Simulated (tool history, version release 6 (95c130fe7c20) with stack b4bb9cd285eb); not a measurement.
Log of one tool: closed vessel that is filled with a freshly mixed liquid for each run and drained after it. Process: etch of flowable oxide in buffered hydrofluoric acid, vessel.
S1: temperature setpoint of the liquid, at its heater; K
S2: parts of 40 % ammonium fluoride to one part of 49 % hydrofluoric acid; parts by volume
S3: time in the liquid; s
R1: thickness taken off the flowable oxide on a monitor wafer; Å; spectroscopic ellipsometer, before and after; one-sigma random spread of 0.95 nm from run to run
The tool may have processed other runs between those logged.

Run 1, hour 0: S1 296.15 K, S2 14 parts by volume, S3 35 s. Result: R1 919.47 Å.
Run 2, hour 2.4: S1 297.15 K, S2 14 parts by volume, S3 35 s. Result: R1 973.8 Å.
Run 3, hour 4.9: S1 297.15 K, S2 16.5 parts by volume, S3 35 s. Result: R1 834.97 Å.
Run 4, hour 12.7: S1 297.15 K, S2 15 parts by volume, S3 35 s. Result: R1 911.76 Å.
Run 5, hour 19.3: S1 294.15 K, S2 15 parts by volume, S3 35 s. Result: R1 781.33 Å.
Run 6, hour 28.3: S1 293.15 K, S2 15 parts by volume, S3 35 s. Result: R1 727.14 Å.
Run 7, hour 32.6: S1 294.65 K, S2 15 parts by volume, S3 35 s. Result: R1 793.96 Å.

What does the tool deliver on the next run?
Run 8, hour 36.7: S1 295.65 K, S2 15 parts by volume, S3 35 s. Result: R1 ?.

For run 8 the tool returned R1 833.18 Å.
